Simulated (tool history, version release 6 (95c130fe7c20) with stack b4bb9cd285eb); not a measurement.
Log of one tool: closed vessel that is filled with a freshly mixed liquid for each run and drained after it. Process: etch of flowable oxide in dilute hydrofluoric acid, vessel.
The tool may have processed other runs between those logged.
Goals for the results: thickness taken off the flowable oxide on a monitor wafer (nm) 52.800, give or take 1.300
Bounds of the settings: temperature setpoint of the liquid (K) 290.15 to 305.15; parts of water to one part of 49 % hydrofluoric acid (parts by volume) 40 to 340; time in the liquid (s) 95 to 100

run  hour  temperature setpoint of the liquid (K)  parts of water to one part of 49 % hydrofluoric acid (parts by volume)  time in the liquid (s)  thickness taken off the flowable oxide on a monitor wafer (nm)
  1   0.0                                  297.15                                                                     190                      95                                                          17.911
  2   2.9                                  297.15                                                                     160                      95                                                          21.964
  3   6.1                                  298.65                                                                     160                      95                                                          23.502
  4  10.9                                  300.15                                                                     160                      95                                                          24.836
  5  19.6                                  296.65                                                                     160                      95                                                          21.582
  6  25.6                                  296.65                                                                     225                      95                                                          14.354
  7  29.7                                  298.15                                                                     195                      95                                                          18.127
  8  37.8                                  299.15                                                                     170                      95                                                          22.289
  9  39.6                                  300.15                                                                     150                      95                                                          26.815
 10  45.5                                  301.15                                                                     135                      95                                                          31.207
 11  50.3                                  301.65                                                                     125                      95                                                          34.913
 12  55.7                                  302.15                                                                     120                      95                                                          37.297
     62.2  -- thermometer replaced
 13  62.2                                  302.65                                                                     115                      95                                                          43.710
 14  71.1                                  303.15                                                                     115                      95                                                          44.567
 15  79.8                                  303.65                                                                     115                      95                                                          44.871
 16  86.4                                  304.15                                                                     115                      95                                                          45.630
 17  89.1                                  304.65                                                                     110                      95                                                          48.907
 18  93.9                                  304.65                                                                     110                      95                                                          48.477

4 next moves are on the table. One of them brings every result within its allowed miss. Which?
  A  98.7                                  305.15                                                                     105                      95                                                               ?
  B  98.7                                  304.65                                                                     115                      95                                                               ?
  C  98.7                                  304.15                                                                     125                      95                                                               ?
  D  98.7                                  304.15                                                                     120                     100                                                               ?

move  thickness taken off the flowable oxide on a monitor wafer (nm)
   A                                                          52.477
   B                                                          46.370
   C                                                          41.305
   D                                                          45.607
A: every result lands within tolerance
B: misses by more than the last run did
C: misses by more than the last run did
D: misses by more than the last run did
Correct choice: A, which meets every target
